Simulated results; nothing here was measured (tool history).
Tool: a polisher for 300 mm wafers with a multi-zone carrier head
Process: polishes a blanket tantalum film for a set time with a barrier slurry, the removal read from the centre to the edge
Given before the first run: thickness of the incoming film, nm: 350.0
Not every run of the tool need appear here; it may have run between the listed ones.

run  hour  flow of slurry (ml/min)  pressure of the head's centre zone  pressure of the head's middle zone  pressure of the head's edge zone  abrasive content of the slurry  polishing time (s)  film removed at the wafer's centre (nm)  film removed at mid-radius (nm)  film removed at the wafer's edge (nm)
  1   0.0                      175                                1.00                                1.00                              1.00                            1.00                  71                                   84.851                           86.988                                 88.159
  2   7.9                      175                                1.08                                1.00                              1.00                            1.00                  71                                   92.884                           86.488                                 88.334
  3  14.5                      160                                1.10                                0.97                              0.97                            0.95                  71                                   89.511                           80.475                                 82.319
  4  15.2                      160                                1.06                                0.97                              0.97                            0.95                  71                                   84.332                           81.472                                 85.252
  5  15.7                      160                                1.06                                0.97                              0.97                            0.95                  81                                   96.397                           92.334                                 95.077
  6  21.4                      150                                1.10                                0.93                              0.93                            0.90                  81                                   99.909                           86.077                                 91.512
  7  22.7                      140                                1.11                                0.92                              0.90                            0.85                  81                                   94.759                           81.811                                 86.762
  8  25.0                      135                                1.12                                0.91                              0.87                            0.85                  81                                   94.725                           79.491                                 85.476

Estimate the outcome of run 9 from the log above:
  9  33.9                      130                                1.13                                0.91                              0.85                            0.80                  81                                        ?                                ?                                      ?

film removed at the wafer's centre (nm): 91.559
film removed at mid-radius (nm): 76.566
film removed at the wafer's edge (nm): 81.008
